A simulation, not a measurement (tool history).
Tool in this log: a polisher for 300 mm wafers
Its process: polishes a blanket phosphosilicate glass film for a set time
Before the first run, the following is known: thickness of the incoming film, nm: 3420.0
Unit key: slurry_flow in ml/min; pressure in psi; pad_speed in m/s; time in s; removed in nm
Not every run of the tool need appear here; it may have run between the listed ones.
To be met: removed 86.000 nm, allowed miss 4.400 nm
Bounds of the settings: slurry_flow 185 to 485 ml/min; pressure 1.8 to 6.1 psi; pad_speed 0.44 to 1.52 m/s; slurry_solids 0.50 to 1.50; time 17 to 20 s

| run | hour | slurry_flow | pressure | pad_speed | slurry_solids | time | removed |
|---|---|---|---|---|---|---|---|
| 1 | 0.0 | 310 | 3.9 | 0.98 | 1.00 | 20 | 176.990 |
| 2 | 8.2 | 310 | 3.9 | 0.98 | 1.00 | 17 | 154.490 |
| 3 | 12.6 | 310 | 3.9 | 1.10 | 1.00 | 17 | 170.650 |
| 4 | 21.4 | 310 | 4.7 | 1.10 | 1.00 | 17 | 194.990 |
| 5 | 28.6 | 310 | 4.7 | 0.98 | 1.00 | 17 | 185.460 |
| 6 | 36.0 | 250 | 4.7 | 0.98 | 1.00 | 17 | 181.810 |
| 7 | 38.2 | 250 | 4.2 | 0.92 | 1.00 | 17 | 154.690 |
| 8 | 39.4 | 250 | 3.8 | 0.90 | 1.00 | 17 | 139.050 |
| 9 | 44.4 | 250 | 3.4 | 0.88 | 1.00 | 17 | 125.070 |
| 10 | 53.1 | 250 | 2.3 | 0.82 | 1.00 | 17 | 80.890 |

Next run, 5 choices. One meets every target within its allowed miss, the rest don't. Which?
| A | 61.8 | 305 | 2.6 | 0.76 | 1.10 | 17 | ? |
| B | 61.8 | 380 | 1.8 | 0.94 | 1.20 | 17 | ? |
| C | 61.8 | 365 | 3.3 | 0.68 | 0.90 | 17 | ? |
| D | 61.8 | 260 | 2.4 | 0.88 | 0.95 | 19 | ? |
| E | 61.8 | 235 | 2.6 | 0.70 | 1.10 | 17 | ? |

| move | removed |
|---|---|
| A | 86.606 |
| B | 75.675 |
| C | 93.728 |
| D | 94.730 |
| E | 79.711 |
A: every result within its allowed miss
B: further off than the last run
C: carries the result that was furthest off beyond its target, to the other side
D: carries the result that was furthest off beyond its target, to the other side
E: further off than the last run
Go with A: it meets all targets.
